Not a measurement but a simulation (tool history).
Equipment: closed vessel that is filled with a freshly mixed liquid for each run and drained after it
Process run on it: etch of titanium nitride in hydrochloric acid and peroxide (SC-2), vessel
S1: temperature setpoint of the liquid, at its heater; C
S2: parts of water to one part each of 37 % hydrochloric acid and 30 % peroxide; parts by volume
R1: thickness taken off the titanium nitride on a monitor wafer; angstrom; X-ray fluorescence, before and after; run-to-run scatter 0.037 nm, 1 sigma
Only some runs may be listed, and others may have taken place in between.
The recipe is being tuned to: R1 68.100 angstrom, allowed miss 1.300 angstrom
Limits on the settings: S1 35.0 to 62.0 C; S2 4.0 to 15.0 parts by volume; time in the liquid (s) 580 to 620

{"run": 1, "hour": 0.0, "S1": 46.0, "S2": 8.5, "time in the liquid (s)": 580, "R1": 214.27}
{"run": 2, "hour": 7.1, "S1": 46.0, "S2": 8.5, "time in the liquid (s)": 580, "R1": 214.33}
{"run": 3, "hour": 16.2, "S1": 43.0, "S2": 8.5, "time in the liquid (s)": 580, "R1": 174.65}
{"run": 4, "hour": 21.2, "S1": 43.0, "S2": 6.0, "time in the liquid (s)": 580, "R1": 228.1}
{"run": 5, "hour": 27.4, "S1": 36.5, "S2": 6.0, "time in the liquid (s)": 580, "R1": 145.05}
{"run": 6, "hour": 31.9, "S1": 36.5, "S2": 6.0, "time in the liquid (s)": 580, "R1": 144.85}
{"run": 7, "hour": 40.8, "S1": 36.0, "S2": 7.5, "time in the liquid (s)": 580, "R1": 117.56}
{"run": 8, "hour": 46.6, "S1": 35.5, "S2": 8.5, "time in the liquid (s)": 580, "R1": 102.37}
{"run": 9, "hour": 53.2, "S1": 35.5, "S2": 9.5, "time in the liquid (s)": 580, "R1": 94.193}
{"run": 10, "hour": 60.0, "S1": 35.5, "S2": 10.5, "time in the liquid (s)": 580, "R1": 85.544}
{"run": 11, "hour": 62.5, "S1": 35.5, "S2": 11.0, "time in the liquid (s)": 580, "R1": 83.341}
{"run": 12, "hour": 70.3, "S1": 35.5, "S2": 11.0, "time in the liquid (s)": 580, "R1": 82.741}
{"run": 13, "hour": 71.4, "S1": 35.5, "S2": 11.5, "time in the liquid (s)": 580, "R1": 79.495}
{"run": 14, "hour": 79.1, "S1": 35.5, "S2": 12.0, "time in the liquid (s)": 580, "R1": 76.918}
{"run": 15, "hour": 81.0, "S1": 35.5, "S2": 12.5, "time in the liquid (s)": 580, "R1": 74.276}

Below are 4 possible settings for the next run. Only one of them brings all results inside the allowed miss of their targets. Which is it?
{"run": "A", "hour": 82.9, "S1": 35.5, "S2": 13.5, "time in the liquid (s)": 585, "R1": "?"}
{"run": "B", "hour": 82.9, "S1": 35.5, "S2": 15.0, "time in the liquid (s)": 620, "R1": "?"}
{"run": "C", "hour": 82.9, "S1": 36.0, "S2": 15.0, "time in the liquid (s)": 580, "R1": "?"}
{"run": "D", "hour": 82.9, "S1": 35.0, "S2": 13.0, "time in the liquid (s)": 610, "R1": "?"}

move=A R1=70.107
move=B R1=67.745
move=C R1=65.711
move=D R1=72.846
A: nearer the targets than the last run, but a result is still out of spec
B: every result lands within tolerance
C: takes the biggest miss from the last run beyond its target
D: nearer the targets than the last run, but a result is still out of spec
Correct choice: B, which meets every target
